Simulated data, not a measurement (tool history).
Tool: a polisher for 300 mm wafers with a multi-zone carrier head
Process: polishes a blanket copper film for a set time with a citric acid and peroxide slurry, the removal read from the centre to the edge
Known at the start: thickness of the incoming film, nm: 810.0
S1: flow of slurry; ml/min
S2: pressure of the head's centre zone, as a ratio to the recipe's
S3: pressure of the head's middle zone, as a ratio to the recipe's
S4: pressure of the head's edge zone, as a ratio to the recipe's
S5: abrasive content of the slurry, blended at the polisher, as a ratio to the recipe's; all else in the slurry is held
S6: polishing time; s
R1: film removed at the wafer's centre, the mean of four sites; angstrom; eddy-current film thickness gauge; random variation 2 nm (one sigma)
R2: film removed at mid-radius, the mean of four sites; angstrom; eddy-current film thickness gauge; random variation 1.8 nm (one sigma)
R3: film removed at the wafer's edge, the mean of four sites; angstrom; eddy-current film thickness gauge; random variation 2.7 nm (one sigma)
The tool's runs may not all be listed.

run,hour,S1,S2,S3,S4,S5,S6,R1,R2,R3
1,0,130,1,1,1,1,45,1177.4,1171.3,1236.5
2,4.2,130,1,1,0.91,1,45,1204.7,1158.5,1199.2
3,8.1,115,1,1,0.91,1,45,1161.8,1123.1,1179.3
4,13.3,115,1,1,0.91,1,37,957.53,949.91,977.11
5,15,120,1,1,0.96,1.15,42,1152.4,1103.8,1143.7
6,19.6,120,1,1,0.96,1.15,38,1022.5,1000.4,1057.9
7,20.3,130,0.99,0.99,1.01,1.25,43,1192,1167.3,1249.3
8,24,140,0.99,0.98,1.05,1.3,46,1300,1267.7,1364

Forecast run 9:
9,30.5,140,0.99,0.97,1.08,1.35,49,?,?,?

{"run 9": {"R1": 1457, "R2": 1329.1, "R3": 1508.5}}
